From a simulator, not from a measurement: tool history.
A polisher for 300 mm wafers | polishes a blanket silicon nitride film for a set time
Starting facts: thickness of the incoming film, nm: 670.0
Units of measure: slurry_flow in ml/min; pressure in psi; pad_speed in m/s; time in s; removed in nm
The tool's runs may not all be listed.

run 1 hour=0 | slurry_flow=130 pressure=3.8 pad_speed=0.94 time=87 | removed=150.8
run 2 hour=2 | slurry_flow=125 pressure=3.3 pad_speed=0.88 time=87 | removed=126.18
run 3 hour=3.8 | slurry_flow=125 pressure=2.9 pad_speed=0.84 time=87 | removed=110.93
run 4 hour=4.4 | slurry_flow=125 pressure=2.9 pad_speed=0.84 time=92 | removed=114.59
run 5 hour=5.6 | slurry_flow=125 pressure=2.6 pad_speed=0.8 time=92 | removed=100.5
run 6 hour=14.5 | slurry_flow=125 pressure=2.4 pad_speed=0.78 time=92 | removed=92.158
run 7 hour=20.1 | slurry_flow=125 pressure=2.2 pad_speed=0.76 time=92 | removed=83.974
run 8 hour=21.6 | slurry_flow=125 pressure=2.1 pad_speed=0.76 time=92 | removed=77.564

Run 9 has not been measured yet. What should we expect?
run 9 hour=24.5 | slurry_flow=125 pressure=2 pad_speed=0.76 time=92 | removed=?

{"run 9": {"removed": 73.941}}
